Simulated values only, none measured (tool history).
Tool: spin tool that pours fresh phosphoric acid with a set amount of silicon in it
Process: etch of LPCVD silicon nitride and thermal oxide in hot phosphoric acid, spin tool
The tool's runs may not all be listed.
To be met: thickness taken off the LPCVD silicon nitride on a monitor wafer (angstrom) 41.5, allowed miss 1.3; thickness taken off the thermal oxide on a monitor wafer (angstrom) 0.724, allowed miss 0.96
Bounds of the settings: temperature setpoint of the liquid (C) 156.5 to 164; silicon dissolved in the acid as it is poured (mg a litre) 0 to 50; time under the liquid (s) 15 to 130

run	hour	temperature setpoint of the liquid (C)	silicon dissolved in the acid as it is poured (mg a litre)	time under the liquid (s)	thickness taken off the LPCVD silicon nitride on a monitor wafer (angstrom)	thickness taken off the thermal oxide on a monitor wafer (angstrom)
1	0	159	22	65	59.229	1.759
2	7	159	22	75	67.777	1.0696
3	9.6	159	27	75	66.606	1.5881
4	10.6	158.5	26.5	70	61.967	0.80128
5	15.3	158.5	26.5	65	57.607	1.1341
6	18.3	158.5	26.5	50	44.767	0.58892
7	24.7	158.5	26	50	44.377	0.63715
8	30	158.5	26	50	44.229	0.67095

4 next moves are on the table. One of them brings every result within its allowed miss. Which?
A	35.3	159.5	28	45	?	?
B	35.3	156.5	15	55	?	?
C	35.3	158.5	14.5	50	?	?
D	35.3	158	20.5	50	?	?

move	thickness taken off the LPCVD silicon nitride on a monitor wafer (angstrom)	thickness taken off the thermal oxide on a monitor wafer (angstrom)
A	41.182	0.94598
B	45.467	1.3686
C	44.24	1.4635
D	43.497	1.201
A: meets every target
B: further off than the last run
C: as far off as the last run
D: nearer than the last run, and not there yet
Move A is the one to make.
